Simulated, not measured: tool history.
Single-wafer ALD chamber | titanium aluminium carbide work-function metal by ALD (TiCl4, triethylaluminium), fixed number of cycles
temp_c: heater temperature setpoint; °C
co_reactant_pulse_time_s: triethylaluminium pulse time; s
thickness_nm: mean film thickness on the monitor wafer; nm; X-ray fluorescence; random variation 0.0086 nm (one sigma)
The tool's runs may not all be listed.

{"run": 1, "hour": 0.0, "temp_c": 285, "co_reactant_pulse_time_s": 13.62, "thickness_nm": 1.8011}
{"run": 2, "hour": 8.2, "temp_c": 281, "co_reactant_pulse_time_s": 13.26, "thickness_nm": 1.7634}
{"run": 3, "hour": 11.3, "temp_c": 278, "co_reactant_pulse_time_s": 13.0, "thickness_nm": 1.7516}
{"run": 4, "hour": 18.0, "temp_c": 282, "co_reactant_pulse_time_s": 13.0, "thickness_nm": 1.7566}
{"run": 5, "hour": 18.7, "temp_c": 292, "co_reactant_pulse_time_s": 13.0, "thickness_nm": 1.8708}
{"run": 6, "hour": 27.5, "temp_c": 298, "co_reactant_pulse_time_s": 13.0, "thickness_nm": 1.939}
{"run": 7, "hour": 36.1, "temp_c": 292, "co_reactant_pulse_time_s": 12.6, "thickness_nm": 1.854}
{"run": 8, "hour": 37.4, "temp_c": 288, "co_reactant_pulse_time_s": 12.13, "thickness_nm": 1.8166}
{"run": 9, "hour": 38.0, "temp_c": 285, "co_reactant_pulse_time_s": 11.74, "thickness_nm": 1.7827}
{"run": 10, "hour": 38.6, "temp_c": 282, "co_reactant_pulse_time_s": 11.43, "thickness_nm": 1.7687}
{"run": 11, "hour": 45.3, "temp_c": 279, "co_reactant_pulse_time_s": 11.3, "thickness_nm": 1.7319}
{"run": 12, "hour": 50.3, "temp_c": 277, "co_reactant_pulse_time_s": 11.1, "thickness_nm": 1.6891}
{"run": 13, "hour": 57.6, "temp_c": 276, "co_reactant_pulse_time_s": 11.03, "thickness_nm": 1.6982}

Forecast run 14:
{"run": 14, "hour": 59.1, "temp_c": 268, "co_reactant_pulse_time_s": 10.14, "thickness_nm": "?"}

{"run 14": {"thickness_nm": 1.584}}
